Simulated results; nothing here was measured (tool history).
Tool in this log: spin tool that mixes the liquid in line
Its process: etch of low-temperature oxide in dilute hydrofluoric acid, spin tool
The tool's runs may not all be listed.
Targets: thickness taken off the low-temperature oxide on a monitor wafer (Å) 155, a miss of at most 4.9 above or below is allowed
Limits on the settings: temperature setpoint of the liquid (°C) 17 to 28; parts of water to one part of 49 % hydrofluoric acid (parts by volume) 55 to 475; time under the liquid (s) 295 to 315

run,day,temperature setpoint of the liquid (°C),parts of water to one part of 49 % hydrofluoric acid (parts by volume),time under the liquid (s),thickness taken off the low-temperature oxide on a monitor wafer (Å)
1,0,20,265,295,92.767
2,0.254,22.5,245,295,111.1
3,0.338,24.5,245,295,120.11
4,0.596,25.5,235,295,134.12
5,0.825,25.5,270,295,111.23
# day 0.908: hydrofluoric acid flow meter replaced
6,0.908,26.5,255,295,109.44
7,1.133,26.5,235,295,120.77
8,1.192,26.5,210,295,140.4
9,1.525,27,205,295,146.99

Exercise: of the 5 proposed moves below, exactly one satisfies all targets within the stated allowed misses. Which move is it?
A,1.858,22.5,170,295,?
B,1.858,28,200,315,?
C,1.858,24.5,200,295,?
D,1.858,23.5,200,315,?
E,1.858,28,225,315,?

move,thickness taken off the low-temperature oxide on a monitor wafer (Å)
A,156.4
B,168.05
C,138.73
D,142.76
E,145.12
A: every result within its allowed miss
B: moves the result that the last run missed by most past its target, out the other side
C: the biggest miss grows against the last run
D: the biggest miss grows against the last run
E: the biggest miss grows against the last run
A meets every target.

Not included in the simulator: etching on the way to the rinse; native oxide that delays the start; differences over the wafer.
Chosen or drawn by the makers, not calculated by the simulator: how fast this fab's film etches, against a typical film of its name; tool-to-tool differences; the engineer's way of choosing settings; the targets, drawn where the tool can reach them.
